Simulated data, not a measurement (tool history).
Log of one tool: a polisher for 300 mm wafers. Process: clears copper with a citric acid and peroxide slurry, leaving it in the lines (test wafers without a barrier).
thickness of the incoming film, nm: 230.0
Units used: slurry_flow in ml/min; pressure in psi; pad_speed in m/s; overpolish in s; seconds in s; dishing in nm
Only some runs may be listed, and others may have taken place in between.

Run 1, day 0.000: slurry_flow 280 ml/min, pressure 3.2 psi, pad_speed 1.08 m/s, slurry_solids 1.0, overpolish 10 s. Result: seconds 91.457 s, dishing 18.360 nm.
Run 2, day 0.304: slurry_flow 280 ml/min, pressure 3.2 psi, pad_speed 1.08 m/s, slurry_solids 1.0, overpolish 11 s. Result: seconds 91.704 s, dishing 20.334 nm.
Run 3, day 0.333: slurry_flow 280 ml/min, pressure 3.8 psi, pad_speed 1.08 m/s, slurry_solids 1.0, overpolish 11 s. Result: seconds 79.828 s, dishing 23.268 nm.
Run 4, day 0.571: slurry_flow 280 ml/min, pressure 3.8 psi, pad_speed 1.08 m/s, slurry_solids 1.0, overpolish 9 s. Result: seconds 79.896 s, dishing 18.605 nm.
Run 5, day 0.933: slurry_flow 280 ml/min, pressure 3.7 psi, pad_speed 1.08 m/s, slurry_solids 1.0, overpolish 10 s. Result: seconds 82.612 s, dishing 20.541 nm.
Run 6, day 1.125: slurry_flow 280 ml/min, pressure 3.7 psi, pad_speed 1.08 m/s, slurry_solids 1.0, overpolish 8 s. Result: seconds 83.600 s, dishing 16.642 nm.
Run 7, day 1.425: slurry_flow 275 ml/min, pressure 3.4 psi, pad_speed 1.06 m/s, slurry_solids 1.0, overpolish 13 s. Result: seconds 90.108 s, dishing 23.990 nm.
Run 8, day 1.533: slurry_flow 275 ml/min, pressure 3.4 psi, pad_speed 1.06 m/s, slurry_solids 1.0, overpolish 15 s. Result: seconds 89.994 s, dishing 27.470 nm.
Run 9, day 1.825: slurry_flow 275 ml/min, pressure 3.4 psi, pad_speed 1.06 m/s, slurry_solids 1.0, overpolish 15 s. Result: seconds 89.065 s, dishing 27.913 nm.

Predict the results of run 10:
Run 10, day 2.100: slurry_flow 275 ml/min, pressure 3.4 psi, pad_speed 1.06 m/s, slurry_solids 1.0, overpolish 16 s. Result: seconds ?, dishing ?.

{"run 10": {"seconds": 89.43, "dishing": 28.276}}
